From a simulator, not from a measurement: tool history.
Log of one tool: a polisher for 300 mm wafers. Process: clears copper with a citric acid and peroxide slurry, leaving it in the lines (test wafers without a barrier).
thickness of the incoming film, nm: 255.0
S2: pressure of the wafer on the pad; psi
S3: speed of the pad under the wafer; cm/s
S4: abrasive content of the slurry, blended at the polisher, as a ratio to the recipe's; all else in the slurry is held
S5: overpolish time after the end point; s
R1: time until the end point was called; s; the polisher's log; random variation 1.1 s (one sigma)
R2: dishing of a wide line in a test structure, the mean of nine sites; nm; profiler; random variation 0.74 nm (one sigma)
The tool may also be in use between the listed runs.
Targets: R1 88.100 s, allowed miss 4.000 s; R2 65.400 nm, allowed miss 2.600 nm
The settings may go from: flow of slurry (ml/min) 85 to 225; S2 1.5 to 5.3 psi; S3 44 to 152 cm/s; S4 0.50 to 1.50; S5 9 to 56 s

run 1 hour=0.0 | flow_of_slurry_(ml/min)=145 S2=3.4 S3=98 S4=1.00 S5=29 | R1=97.330 R2=43.996
run 2 hour=6.2 | flow_of_slurry_(ml/min)=145 S2=3.4 S3=98 S4=1.10 S5=29 | R1=95.505 R2=46.591
run 3 hour=14.1 | flow_of_slurry_(ml/min)=145 S2=3.4 S3=98 S4=1.25 S5=29 | R1=91.823 R2=46.331
run 4 hour=18.3 | flow_of_slurry_(ml/min)=145 S2=3.4 S3=98 S4=1.25 S5=18 | R1=90.956 R2=30.969
run 5 hour=25.6 | flow_of_slurry_(ml/min)=130 S2=3.6 S3=98 S4=1.20 S5=22 | R1=89.665 R2=37.943
run 6 hour=28.7 | flow_of_slurry_(ml/min)=130 S2=3.6 S3=106 S4=1.20 S5=22 | R1=82.499 R2=41.053
run 7 hour=30.3 | flow_of_slurry_(ml/min)=120 S2=3.6 S3=106 S4=1.15 S5=25 | R1=85.788 R2=43.092
run 8 hour=31.5 | flow_of_slurry_(ml/min)=120 S2=3.6 S3=106 S4=1.15 S5=28 | R1=85.322 R2=48.939
run 9 hour=33.9 | flow_of_slurry_(ml/min)=115 S2=3.6 S3=106 S4=1.15 S5=30 | R1=87.528 R2=50.080
run 10 hour=40.4 | flow_of_slurry_(ml/min)=120 S2=3.6 S3=106 S4=1.15 S5=32 | R1=85.886 R2=52.986
run 11 hour=46.4 | flow_of_slurry_(ml/min)=120 S2=3.6 S3=106 S4=1.10 S5=34 | R1=84.987 R2=56.358
run 12 hour=47.1 | flow_of_slurry_(ml/min)=115 S2=3.5 S3=106 S4=1.10 S5=41 | R1=89.399 R2=62.447

5 next moves are on the table. One of them brings every result within its allowed miss. Which?
run A hour=47.8 | flow_of_slurry_(ml/min)=125 S2=3.2 S3=110 S4=1.10 S5=40 | R1=? R2=?
run B hour=47.8 | flow_of_slurry_(ml/min)=145 S2=3.0 S3=136 S4=1.10 S5=33 | R1=? R2=?
run C hour=47.8 | flow_of_slurry_(ml/min)=105 S2=3.6 S3=98 S4=0.85 S5=50 | R1=? R2=?
run D hour=47.8 | flow_of_slurry_(ml/min)=105 S2=3.6 S3=114 S4=1.20 S5=35 | R1=? R2=?
run E hour=47.8 | flow_of_slurry_(ml/min)=125 S2=3.4 S3=108 S4=1.05 S5=43 | R1=? R2=?

move=A R1=92.104 R2=59.890
move=B R1=77.235 R2=58.867
move=C R1=101.050 R2=66.395
move=D R1=81.522 R2=59.807
move=E R1=89.210 R2=64.881
A: further off than the last run
B: further off than the last run
C: brings the result that was furthest off to its target, and leaves another outside
D: further off than the last run
E: meets every target
Move E is the one to make.
